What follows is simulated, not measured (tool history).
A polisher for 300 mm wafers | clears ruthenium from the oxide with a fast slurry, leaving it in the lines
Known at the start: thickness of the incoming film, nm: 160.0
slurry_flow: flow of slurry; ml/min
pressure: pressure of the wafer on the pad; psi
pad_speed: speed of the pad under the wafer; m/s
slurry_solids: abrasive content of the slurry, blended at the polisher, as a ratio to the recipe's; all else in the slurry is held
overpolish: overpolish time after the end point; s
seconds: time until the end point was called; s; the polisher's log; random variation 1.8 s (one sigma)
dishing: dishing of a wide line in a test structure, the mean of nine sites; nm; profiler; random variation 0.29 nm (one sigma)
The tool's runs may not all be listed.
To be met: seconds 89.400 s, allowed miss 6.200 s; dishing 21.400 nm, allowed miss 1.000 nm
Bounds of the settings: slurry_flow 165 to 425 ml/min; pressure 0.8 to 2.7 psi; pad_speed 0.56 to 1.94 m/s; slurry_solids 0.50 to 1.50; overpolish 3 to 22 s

| run | day | slurry_flow | pressure | pad_speed | slurry_solids | overpolish | seconds | dishing |
|---|---|---|---|---|---|---|---|---|
| 1 | 0.000 | 275 | 1.7 | 1.24 | 1.00 | 11 | 49.303 | 27.588 |
| 2 | 0.192 | 275 | 1.7 | 1.24 | 1.00 | 13 | 51.121 | 31.350 |
| 3 | 0.246 | 275 | 1.5 | 1.24 | 1.00 | 13 | 57.193 | 28.431 |
| 4 | 0.267 | 230 | 1.5 | 1.24 | 1.00 | 13 | 57.281 | 27.889 |
| 5 | 0.479 | 230 | 1.5 | 1.24 | 1.15 | 13 | 55.613 | 29.513 |
| 6 | 0.708 | 230 | 1.4 | 1.22 | 1.15 | 13 | 59.203 | 27.134 |
| 7 | 0.808 | 230 | 1.3 | 1.20 | 1.15 | 13 | 61.789 | 25.595 |
| 8 | 1.154 | 230 | 1.2 | 1.18 | 1.15 | 13 | 71.254 | 23.875 |
| 9 | 1.433 | 230 | 1.1 | 1.18 | 1.15 | 13 | 80.177 | 21.584 |

Which of these 5 next moves meets every target?
| A | 1.712 | 245 | 1.1 | 1.30 | 1.10 | 12 | ? | ? |
| B | 1.712 | 235 | 0.9 | 1.36 | 0.90 | 15 | ? | ? |
| C | 1.712 | 230 | 1.2 | 1.10 | 1.25 | 13 | ? | ? |
| D | 1.712 | 165 | 0.9 | 1.52 | 1.10 | 13 | ? | ? |
| E | 1.712 | 220 | 1.2 | 1.18 | 1.00 | 12 | ? | ? |

| move | seconds | dishing |
|---|---|---|
| A | 73.793 | 21.418 |
| B | 93.745 | 21.096 |
| C | 75.819 | 22.508 |
| D | 79.969 | 21.412 |
| E | 78.261 | 20.266 |
A: further off than the last run
B: meets every target
C: further off than the last run
D: as far off as the last run
E: further off than the last run
The right move is B.
